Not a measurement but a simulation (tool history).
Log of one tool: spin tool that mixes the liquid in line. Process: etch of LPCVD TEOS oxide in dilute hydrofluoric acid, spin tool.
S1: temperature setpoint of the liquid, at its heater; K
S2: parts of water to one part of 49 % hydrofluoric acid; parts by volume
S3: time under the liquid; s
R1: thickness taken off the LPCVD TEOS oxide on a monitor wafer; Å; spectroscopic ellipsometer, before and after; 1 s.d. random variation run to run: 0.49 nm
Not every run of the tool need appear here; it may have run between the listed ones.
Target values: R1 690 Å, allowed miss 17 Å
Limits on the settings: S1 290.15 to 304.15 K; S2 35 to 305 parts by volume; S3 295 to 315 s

Run 1, hour 0: S1 296.15 K, S2 170 parts by volume, S3 295 s. Result: R1 265.9 Å.
Run 2, hour 4: S1 296.15 K, S2 170 parts by volume, S3 295 s. Result: R1 265.29 Å.
Run 3, hour 9.8: S1 293.65 K, S2 170 parts by volume, S3 295 s. Result: R1 240.81 Å.
Run 4, hour 10.8: S1 293.65 K, S2 170 parts by volume, S3 315 s. Result: R1 259.74 Å.
Run 5, hour 19.6: S1 295.15 K, S2 160 parts by volume, S3 315 s. Result: R1 293.3 Å.
Run 6, hour 24.8: S1 292.15 K, S2 160 parts by volume, S3 315 s. Result: R1 258.54 Å.
Run 7, hour 30.8: S1 293.65 K, S2 150 parts by volume, S3 315 s. Result: R1 303.62 Å.
Run 8, hour 32.7: S1 295.15 K, S2 140 parts by volume, S3 315 s. Result: R1 345.06 Å.
Run 9, hour 38.3: S1 296.65 K, S2 135 parts by volume, S3 315 s. Result: R1 381.01 Å.
Run 10, hour 43.2: S1 297.65 K, S2 130 parts by volume, S3 315 s. Result: R1 413.73 Å.
Run 11, hour 48.4: S1 298.65 K, S2 125 parts by volume, S3 315 s. Result: R1 451.68 Å.

4 next moves are on the table. One of them brings every result within its allowed miss. Which?
Run A, hour 53.6: S1 299.15 K, S2 105 parts by volume, S3 315 s. Result: R1 ?.
Run B, hour 53.6: S1 298.65 K, S2 85 parts by volume, S3 315 s. Result: R1 ?.
Run C, hour 53.6: S1 301.65 K, S2 85 parts by volume, S3 315 s. Result: R1 ?.
Run D, hour 53.6: S1 299.65 K, S2 70 parts by volume, S3 315 s. Result: R1 ?.

move      R1
   A  557.64
   B  693.16
   C  779.23
   D   893.4
A: nearer the targets than the last run, but a result is still out of spec
B: all results land within tolerance of their targets
C: carries the result that was furthest off beyond its target, to the other side
D: carries the result that was furthest off beyond its target, to the other side
The move that meets every target is B.
